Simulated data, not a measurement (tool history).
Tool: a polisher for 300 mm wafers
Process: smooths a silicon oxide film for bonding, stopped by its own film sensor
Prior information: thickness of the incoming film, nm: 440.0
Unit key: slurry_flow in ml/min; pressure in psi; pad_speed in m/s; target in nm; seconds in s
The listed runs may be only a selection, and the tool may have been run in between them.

run 1 hour=0 | slurry_flow=215 pressure=2.2 pad_speed=0.78 slurry_solids=1 target=397 | seconds=76.906
run 2 hour=1.2 | slurry_flow=215 pressure=2.4 pad_speed=0.78 slurry_solids=1 target=397 | seconds=71.515
run 3 hour=3.4 | slurry_flow=215 pressure=2.6 pad_speed=0.8 slurry_solids=1 target=397 | seconds=63.238
run 4 hour=12 | slurry_flow=215 pressure=2.7 pad_speed=0.8 slurry_solids=1 target=397 | seconds=63.371
run 5 hour=19.6 | slurry_flow=215 pressure=2.3 pad_speed=0.8 slurry_solids=1 target=397 | seconds=71.373
run 6 hour=25.3 | slurry_flow=215 pressure=2.5 pad_speed=0.82 slurry_solids=1 target=397 | seconds=64.753

Predict the results of run 7:
run 7 hour=31.5 | slurry_flow=215 pressure=2.7 pad_speed=0.84 slurry_solids=1 target=397 | seconds=?

{"run 7": {"seconds": 59.33}}

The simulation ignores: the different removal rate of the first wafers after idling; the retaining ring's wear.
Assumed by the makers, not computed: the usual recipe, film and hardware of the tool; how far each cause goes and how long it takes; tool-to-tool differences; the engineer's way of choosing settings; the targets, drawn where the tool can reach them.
